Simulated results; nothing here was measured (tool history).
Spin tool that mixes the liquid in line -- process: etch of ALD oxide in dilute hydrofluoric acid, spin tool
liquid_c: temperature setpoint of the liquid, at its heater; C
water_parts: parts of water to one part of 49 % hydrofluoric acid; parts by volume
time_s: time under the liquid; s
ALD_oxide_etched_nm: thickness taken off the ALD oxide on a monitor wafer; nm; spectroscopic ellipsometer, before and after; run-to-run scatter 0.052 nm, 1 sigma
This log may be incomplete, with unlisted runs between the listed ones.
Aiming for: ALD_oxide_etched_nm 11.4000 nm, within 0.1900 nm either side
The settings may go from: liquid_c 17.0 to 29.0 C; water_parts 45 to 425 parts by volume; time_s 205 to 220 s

run,hour,liquid_c,water_parts,time_s,ALD_oxide_etched_nm
1,0.0,21.0,235,205,8.9417
2,1.4,21.0,235,205,9.0159
3,2.3,18.0,235,205,8.0050
4,5.6,20.5,235,205,8.8392
5,10.5,20.5,235,205,8.8012
6,14.4,20.5,315,205,6.1198
7,16.9,23.0,295,205,7.2509
8,20.7,24.5,280,205,8.2143
9,25.5,26.0,270,205,9.0328
10,31.7,27.0,260,205,9.7642
11,37.5,27.5,255,205,10.2520
12,45.4,28.0,250,205,10.6330
13,50.9,28.0,250,205,10.6540

Pick the move, out of 5, that brings all results within their allowed miss; only one does.
A,56.4,28.0,230,205,?
B,56.4,26.0,230,205,?
C,56.4,27.0,260,205,?
D,56.4,27.0,245,220,?
E,56.4,27.5,285,220,?

move,ALD_oxide_etched_nm
A,11.8700
B,11.0670
C,9.8137
D,11.3600
E,9.5146
A: takes the biggest miss from the last run beyond its target
B: better than the last run, though not everything is in spec
C: lands further from the targets than the last run did
D: every result lands within tolerance
E: lands further from the targets than the last run did
The right move is D.
